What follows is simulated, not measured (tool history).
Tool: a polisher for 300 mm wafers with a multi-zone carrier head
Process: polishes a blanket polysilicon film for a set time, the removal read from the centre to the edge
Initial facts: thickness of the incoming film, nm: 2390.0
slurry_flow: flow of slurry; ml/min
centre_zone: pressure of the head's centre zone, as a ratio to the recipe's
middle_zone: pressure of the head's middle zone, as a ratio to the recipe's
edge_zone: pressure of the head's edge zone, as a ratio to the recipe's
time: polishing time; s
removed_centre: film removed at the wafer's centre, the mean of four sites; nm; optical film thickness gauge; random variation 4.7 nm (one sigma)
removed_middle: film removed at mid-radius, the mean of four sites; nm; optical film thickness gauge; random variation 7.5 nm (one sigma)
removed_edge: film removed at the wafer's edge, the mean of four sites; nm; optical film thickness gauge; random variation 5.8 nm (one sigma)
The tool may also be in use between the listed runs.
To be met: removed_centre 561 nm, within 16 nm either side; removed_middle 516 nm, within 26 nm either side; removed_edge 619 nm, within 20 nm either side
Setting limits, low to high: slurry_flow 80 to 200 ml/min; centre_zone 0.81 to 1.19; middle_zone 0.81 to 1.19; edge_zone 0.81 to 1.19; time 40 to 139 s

Run 1, hour 0: slurry_flow 130 ml/min, centre_zone 1, middle_zone 1, edge_zone 1, time 89 s. Result: removed_centre 464.34 nm, removed_middle 463.14 nm, removed_edge 457.99 nm.
Run 2, hour 2.3: slurry_flow 130 ml/min, centre_zone 0.93, middle_zone 1, edge_zone 1, time 89 s. Result: removed_centre 441.24 nm, removed_middle 447.07 nm, removed_edge 456.02 nm.
Run 3, hour 6.2: slurry_flow 140 ml/min, centre_zone 0.93, middle_zone 0.98, edge_zone 1.05, time 93 s. Result: removed_centre 475.18 nm, removed_middle 481.08 nm, removed_edge 490.51 nm.
Run 4, hour 12.9: slurry_flow 140 ml/min, centre_zone 0.98, middle_zone 0.98, edge_zone 1.05, time 93 s. Result: removed_centre 492.17 nm, removed_middle 489.47 nm, removed_edge 490.91 nm.
Run 5, hour 20.4: slurry_flow 140 ml/min, centre_zone 0.98, middle_zone 0.98, edge_zone 1.01, time 93 s. Result: removed_centre 489.01 nm, removed_middle 469.53 nm, removed_edge 479.23 nm.
Run 6, hour 23: slurry_flow 140 ml/min, centre_zone 0.94, middle_zone 0.98, edge_zone 1.01, time 93 s. Result: removed_centre 468.22 nm, removed_middle 475.83 nm, removed_edge 475.34 nm.
Run 7, hour 27.2: slurry_flow 125 ml/min, centre_zone 0.95, middle_zone 0.96, edge_zone 1.06, time 97 s. Result: removed_centre 487.12 nm, removed_middle 489.55 nm, removed_edge 504.24 nm.
Run 8, hour 36: slurry_flow 130 ml/min, centre_zone 0.93, middle_zone 0.92, edge_zone 1.09, time 101 s. Result: removed_centre 505.98 nm, removed_middle 492.97 nm, removed_edge 541.2 nm.
Run 9, hour 39.9: slurry_flow 140 ml/min, centre_zone 0.92, middle_zone 0.9, edge_zone 1.12, time 102 s. Result: removed_centre 516.85 nm, removed_middle 502.42 nm, removed_edge 555.49 nm.
Run 10, hour 44.7: slurry_flow 145 ml/min, centre_zone 0.92, middle_zone 0.88, edge_zone 1.14, time 104 s. Result: removed_centre 529.42 nm, removed_middle 502.16 nm, removed_edge 580.58 nm.
Run 11, hour 46.7: slurry_flow 150 ml/min, centre_zone 0.92, middle_zone 0.87, edge_zone 1.15, time 104 s. Result: removed_centre 527.67 nm, removed_middle 480.82 nm, removed_edge 579.3 nm.

Which single option among these 5 for the next run brings every result within its allowed miss of target? Just one does.
Run A, hour 48.7: slurry_flow 145 ml/min, centre_zone 0.89, middle_zone 0.83, edge_zone 1.1, time 114 s. Result: removed_centre ?, removed_middle ?, removed_edge ?.
Run B, hour 48.7: slurry_flow 155 ml/min, centre_zone 1.08, middle_zone 0.94, edge_zone 1.07, time 100 s. Result: removed_centre ?, removed_middle ?, removed_edge ?.
Run C, hour 48.7: slurry_flow 160 ml/min, centre_zone 1.04, middle_zone 1, edge_zone 0.96, time 108 s. Result: removed_centre ?, removed_middle ?, removed_edge ?.
Run D, hour 48.7: slurry_flow 150 ml/min, centre_zone 0.99, middle_zone 0.86, edge_zone 1.16, time 110 s. Result: removed_centre ?, removed_middle ?, removed_edge ?.
Run E, hour 48.7: slurry_flow 125 ml/min, centre_zone 0.91, middle_zone 1.04, edge_zone 1.13, time 101 s. Result: removed_centre ?, removed_middle ?, removed_edge ?.

move  removed_centre  removed_middle  removed_edge
   A          559.25          502.16        619.18
   B           567.1          493.32        539.78
   C          600.23          564.22        557.37
   D          583.47          501.47        614.67
   E           488.8          523.07         543.7
A: all results land within tolerance of their targets
B: the worst result of the last run now meets its target, but another is out of spec
C: the result that was furthest off in the last run now lies on the other side of its target
D: the result that was furthest off in the last run now lies on the other side of its target
E: misses by more than the last run did
Move A is the one to make.
